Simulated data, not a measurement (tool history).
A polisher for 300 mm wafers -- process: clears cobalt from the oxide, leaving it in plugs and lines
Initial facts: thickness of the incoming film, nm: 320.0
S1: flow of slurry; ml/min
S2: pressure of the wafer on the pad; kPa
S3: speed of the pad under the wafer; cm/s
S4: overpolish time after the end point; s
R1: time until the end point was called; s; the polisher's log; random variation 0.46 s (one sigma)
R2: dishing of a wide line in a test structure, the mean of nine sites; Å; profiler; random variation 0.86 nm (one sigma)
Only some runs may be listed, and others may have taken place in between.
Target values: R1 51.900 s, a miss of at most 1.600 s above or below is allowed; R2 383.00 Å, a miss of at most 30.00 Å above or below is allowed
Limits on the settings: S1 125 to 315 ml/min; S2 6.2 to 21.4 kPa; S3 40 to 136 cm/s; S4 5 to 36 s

{"run": 1, "hour": 0.0, "S1": 205, "S2": 13.8, "S3": 88, "S4": 18, "R1": 64.552, "R2": 480.41}
{"run": 2, "hour": 6.6, "S1": 185, "S2": 13.8, "S3": 88, "S4": 18, "R1": 64.791, "R2": 490.3}
{"run": 3, "hour": 7.3, "S1": 190, "S2": 13.8, "S3": 88, "S4": 17, "R1": 64.87, "R2": 465.56}
{"run": 4, "hour": 16.2, "S1": 190, "S2": 13.8, "S3": 70, "S4": 17, "R1": 81.48, "R2": 418.4}
{"run": 5, "hour": 22.6, "S1": 190, "S2": 15.2, "S3": 70, "S4": 17, "R1": 74.981, "R2": 458.21}
{"run": 6, "hour": 28.9, "S1": 190, "S2": 15.2, "S3": 82, "S4": 17, "R1": 64.502, "R2": 451.52}
{"run": 7, "hour": 34.5, "S1": 190, "S2": 15.9, "S3": 82, "S4": 16, "R1": 62.26, "R2": 445.43}
{"run": 8, "hour": 37.6, "S1": 190, "S2": 15.9, "S3": 82, "S4": 16, "R1": 62.311, "R2": 455.12}
{"run": 9, "hour": 40.5, "S1": 190, "S2": 15.9, "S3": 82, "S4": 15, "R1": 61.302, "R2": 444.23}
{"run": 10, "hour": 46.6, "S1": 190, "S2": 15.9, "S3": 82, "S4": 14, "R1": 62.912, "R2": 445.06}
{"run": 11, "hour": 52.4, "S1": 190, "S2": 16.5, "S3": 82, "S4": 13, "R1": 59.008, "R2": 418.93}
{"run": 12, "hour": 58.4, "S1": 195, "S2": 17.9, "S3": 82, "S4": 11, "R1": 55.722, "R2": 416.04}
{"run": 13, "hour": 63.6, "S1": 195, "S2": 18.6, "S3": 82, "S4": 8, "R1": 54.205, "R2": 351.23}

Which one of the following 5 next-run settings gets every result inside its allowed miss? There is exactly one.
{"run": "A", "hour": 68.8, "S1": 150, "S2": 18.6, "S3": 88, "S4": 9, "R1": "?", "R2": "?"}
{"run": "B", "hour": 68.8, "S1": 180, "S2": 18.6, "S3": 78, "S4": 15, "R1": "?", "R2": "?"}
{"run": "C", "hour": 68.8, "S1": 180, "S2": 16.5, "S3": 86, "S4": 17, "R1": "?", "R2": "?"}
{"run": "D", "hour": 68.8, "S1": 215, "S2": 17.9, "S3": 78, "S4": 10, "R1": "?", "R2": "?"}
{"run": "E", "hour": 68.8, "S1": 165, "S2": 18.6, "S3": 82, "S4": 17, "R1": "?", "R2": "?"}

move=A R1=52.328 R2=383.13
move=B R1=56.888 R2=469.33
move=C R1=57.397 R2=489.71
move=D R1=57.288 R2=386.65
move=E R1=55.020 R2=496.35
A: all results land within tolerance of their targets
B: lands further from the targets than the last run did
C: lands further from the targets than the last run did
D: lands further from the targets than the last run did
E: lands further from the targets than the last run did
A meets every target.
